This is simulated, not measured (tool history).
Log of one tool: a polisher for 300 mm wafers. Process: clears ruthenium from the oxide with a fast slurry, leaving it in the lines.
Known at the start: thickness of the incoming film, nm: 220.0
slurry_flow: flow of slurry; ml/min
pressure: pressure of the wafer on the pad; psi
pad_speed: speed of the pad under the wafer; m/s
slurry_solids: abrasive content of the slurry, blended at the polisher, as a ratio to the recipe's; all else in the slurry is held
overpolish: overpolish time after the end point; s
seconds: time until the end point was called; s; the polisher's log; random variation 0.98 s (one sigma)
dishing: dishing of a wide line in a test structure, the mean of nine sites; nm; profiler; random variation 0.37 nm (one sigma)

run,day,slurry_flow,pressure,pad_speed,slurry_solids,overpolish,seconds,dishing
1,0.000,220,3.5,1.10,1.00,29,29.042,130.380
2,0.067,220,4.2,1.10,1.00,29,23.794,147.120
3,0.433,205,3.9,1.00,0.90,26,28.693,120.160
4,0.696,205,3.9,1.00,0.90,15,29.652,77.945
5,0.729,225,3.9,1.00,0.90,15,29.924,77.421
6,0.754,225,3.9,1.00,0.75,15,31.603,74.112
7,0.921,235,2.9,0.70,0.50,9,68.401,22.837
8,0.958,190,2.5,0.68,0.70,23,75.857,51.896
9,1.304,215,2.5,0.68,0.70,23,72.001,51.643

The next listed run, before its measurement:
10,1.371,230,2.5,0.68,0.65,22,?,?

{"run 10": {"seconds": 73.262, "dishing": 49.012}}
